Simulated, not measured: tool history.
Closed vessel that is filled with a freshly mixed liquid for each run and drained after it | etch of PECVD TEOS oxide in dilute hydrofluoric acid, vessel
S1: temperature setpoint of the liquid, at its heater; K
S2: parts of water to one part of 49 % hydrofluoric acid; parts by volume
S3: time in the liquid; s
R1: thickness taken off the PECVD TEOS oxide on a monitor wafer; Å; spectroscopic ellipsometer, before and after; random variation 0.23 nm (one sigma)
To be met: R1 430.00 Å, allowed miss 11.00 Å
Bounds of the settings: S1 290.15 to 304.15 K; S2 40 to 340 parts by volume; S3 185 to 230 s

Run 1, hour 0.0: S1 296.15 K, S2 190 parts by volume, S3 230 s. Result: R1 232.29 Å.
Run 2, hour 8.4: S1 296.15 K, S2 190 parts by volume, S3 185 s. Result: R1 185.79 Å.
Run 3, hour 10.3: S1 296.15 K, S2 190 parts by volume, S3 185 s. Result: R1 186.90 Å.
Run 4, hour 15.5: S1 296.15 K, S2 245 parts by volume, S3 185 s. Result: R1 135.47 Å.
Run 5, hour 19.1: S1 298.65 K, S2 200 parts by volume, S3 185 s. Result: R1 193.36 Å.
Run 6, hour 26.8: S1 300.15 K, S2 165 parts by volume, S3 185 s. Result: R1 257.04 Å.
Run 7, hour 31.6: S1 301.15 K, S2 145 parts by volume, S3 185 s. Result: R1 307.41 Å.
Run 8, hour 38.2: S1 302.15 K, S2 135 parts by volume, S3 185 s. Result: R1 351.56 Å.
Run 9, hour 41.1: S1 302.65 K, S2 130 parts by volume, S3 185 s. Result: R1 371.87 Å.
Run 10, hour 44.7: S1 303.15 K, S2 125 parts by volume, S3 185 s. Result: R1 395.27 Å.
Run 11, hour 48.3: S1 303.65 K, S2 125 parts by volume, S3 185 s. Result: R1 399.60 Å.
Run 12, hour 55.5: S1 304.15 K, S2 115 parts by volume, S3 185 s. Result: R1 454.34 Å.
Run 13, hour 63.2: S1 303.65 K, S2 115 parts by volume, S3 185 s. Result: R1 446.23 Å.

Which of these 4 next moves meets every target?
Run A, hour 70.9: S1 302.65 K, S2 125 parts by volume, S3 205 s. Result: R1 ?.
Run B, hour 70.9: S1 304.15 K, S2 130 parts by volume, S3 210 s. Result: R1 ?.
Run C, hour 70.9: S1 303.15 K, S2 120 parts by volume, S3 205 s. Result: R1 ?.
Run D, hour 70.9: S1 299.65 K, S2 120 parts by volume, S3 230 s. Result: R1 ?.

move      R1
   A  433.96
   B  448.82
   C  463.47
   D  455.64
A: meets every target
B: further off than the last run
C: further off than the last run
D: further off than the last run
The right move is A.
